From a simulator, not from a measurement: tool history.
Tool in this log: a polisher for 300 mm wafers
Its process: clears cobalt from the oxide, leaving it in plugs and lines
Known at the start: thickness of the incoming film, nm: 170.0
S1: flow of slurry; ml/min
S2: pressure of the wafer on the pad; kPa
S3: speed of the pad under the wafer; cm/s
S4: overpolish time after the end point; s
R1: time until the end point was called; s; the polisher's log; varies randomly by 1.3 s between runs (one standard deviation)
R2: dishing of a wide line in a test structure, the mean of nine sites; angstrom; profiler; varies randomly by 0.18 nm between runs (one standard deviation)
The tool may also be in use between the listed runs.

run  hour   S1    S2   S3  S4       R1       R2
  1   0.0  225  11.0  112  13   42.719  405.040
  2   7.6  225  13.1  112  13   37.106  448.470
  3  13.0  220  11.0   98  10   47.362  297.610
  4  19.3  190  10.3   82   8   62.548  202.570
  5  25.4  170  11.0   72   7   65.559  171.750
  6  33.8  170   8.3   72   7   85.849  136.630
  7  41.9  180   4.8  104   4  106.810   65.791
  8  49.6  190   5.5  110   4   89.584   81.103

Run 9 has not been measured yet. What should we expect?
  9  51.3  200  5.5  118   4   ?   ?

R1: 83.316 s
R2: 86.342 angstrom

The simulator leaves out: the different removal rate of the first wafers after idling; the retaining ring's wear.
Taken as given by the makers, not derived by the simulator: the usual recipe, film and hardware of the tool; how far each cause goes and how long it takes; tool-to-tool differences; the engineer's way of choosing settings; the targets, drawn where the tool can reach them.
